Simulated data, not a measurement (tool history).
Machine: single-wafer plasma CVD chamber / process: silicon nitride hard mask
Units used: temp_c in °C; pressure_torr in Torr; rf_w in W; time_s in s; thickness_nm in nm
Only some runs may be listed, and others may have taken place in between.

{"run": 1, "hour": 0.0, "temp_c": 395, "pressure_torr": 1.77, "rf_w": 315, "time_s": 33.9, "thickness_nm": 39.573}
{"run": 2, "hour": 3.0, "temp_c": 395, "pressure_torr": 1.77, "rf_w": 345, "time_s": 33.9, "thickness_nm": 42.481}
{"run": 3, "hour": 3.6, "temp_c": 395, "pressure_torr": 1.82, "rf_w": 345, "time_s": 33.9, "thickness_nm": 42.596}
{"run": 4, "hour": 7.2, "temp_c": 395, "pressure_torr": 1.82, "rf_w": 325, "time_s": 33.9, "thickness_nm": 40.753}
{"run": 5, "hour": 10.8, "temp_c": 395, "pressure_torr": 1.91, "rf_w": 330, "time_s": 33.9, "thickness_nm": 41.88}
{"run": 6, "hour": 17.9, "temp_c": 395, "pressure_torr": 1.97, "rf_w": 330, "time_s": 33.9, "thickness_nm": 42.239}
{"run": 7, "hour": 21.8, "temp_c": 395, "pressure_torr": 2.02, "rf_w": 330, "time_s": 33.9, "thickness_nm": 42.558}
{"run": 8, "hour": 22.3, "temp_c": 395, "pressure_torr": 2.06, "rf_w": 330, "time_s": 33.9, "thickness_nm": 42.531}

For run 9, what comes out?
{"run": 9, "hour": 27.1, "temp_c": 395, "pressure_torr": 2.11, "rf_w": 330, "time_s": 33.9, "thickness_nm": "?"}

thickness_nm: 42.851 nm
